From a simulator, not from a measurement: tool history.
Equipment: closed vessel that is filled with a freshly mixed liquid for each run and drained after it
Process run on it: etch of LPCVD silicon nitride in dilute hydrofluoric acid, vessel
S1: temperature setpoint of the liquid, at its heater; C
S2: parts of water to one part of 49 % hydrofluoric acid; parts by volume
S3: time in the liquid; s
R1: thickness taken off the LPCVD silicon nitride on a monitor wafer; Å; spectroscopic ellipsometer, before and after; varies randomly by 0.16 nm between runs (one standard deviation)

{"run": 1, "hour": 0.0, "S1": 25, "S2": 145, "S3": 2675, "R1": 97.013}
{"run": 2, "hour": 0.8, "S1": 26, "S2": 130, "S3": 2680, "R1": 115.43}
{"run": 3, "hour": 4.4, "S1": 26, "S2": 160, "S3": 2680, "R1": 94.024}
{"run": 4, "hour": 5.3, "S1": 27, "S2": 140, "S3": 2685, "R1": 115.69}
{"run": 5, "hour": 11.7, "S1": 27, "S2": 140, "S3": 2875, "R1": 123.21}
{"run": 6, "hour": 15.0, "S1": 28, "S2": 125, "S3": 2875, "R1": 147.34}
{"run": 7, "hour": 16.8, "S1": 29, "S2": 115, "S3": 2875, "R1": 169.81}
{"run": 8, "hour": 22.7, "S1": 33, "S2": 60, "S3": 2875, "R1": 418.97}

Forecast run 9:
{"run": 9, "hour": 24.8, "S1": 32.5, "S2": 60, "S3": 2875, "R1": "?"}

R1: 404.98 Å

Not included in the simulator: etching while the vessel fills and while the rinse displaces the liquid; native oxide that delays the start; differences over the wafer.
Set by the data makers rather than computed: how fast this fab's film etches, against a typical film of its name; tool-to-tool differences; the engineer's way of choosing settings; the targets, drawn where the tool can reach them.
